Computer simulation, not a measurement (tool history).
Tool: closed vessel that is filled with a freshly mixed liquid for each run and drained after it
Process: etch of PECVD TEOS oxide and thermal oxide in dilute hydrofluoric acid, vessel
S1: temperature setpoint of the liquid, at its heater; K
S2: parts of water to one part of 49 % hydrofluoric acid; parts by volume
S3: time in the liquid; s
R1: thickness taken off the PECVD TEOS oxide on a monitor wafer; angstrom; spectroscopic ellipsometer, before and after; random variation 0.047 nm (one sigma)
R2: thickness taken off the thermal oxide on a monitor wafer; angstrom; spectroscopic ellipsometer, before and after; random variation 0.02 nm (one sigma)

| run | hour | S1 | S2 | S3 | R1 | R2 |
|---|---|---|---|---|---|---|
| 1 | 0.0 | 297.15 | 70 | 60 | 108.880 | 40.679 |
| 2 | 8.8 | 297.15 | 70 | 45 | 82.366 | 30.685 |
| 3 | 13.0 | 295.65 | 70 | 45 | 78.032 | 28.778 |
| 4 | 19.3 | 295.15 | 70 | 45 | 76.754 | 28.044 |
| 5 | 24.1 | 294.65 | 70 | 45 | 74.242 | 27.808 |
| 6 | 28.9 | 294.65 | 70 | 55 | 90.123 | 33.268 |

The next listed run, before its measurement:
| 7 | 29.5 | 294.15 | 70 | 55 | ? | ? |

{"run 7": {"R1": 88.403, "R2": 32.74}}
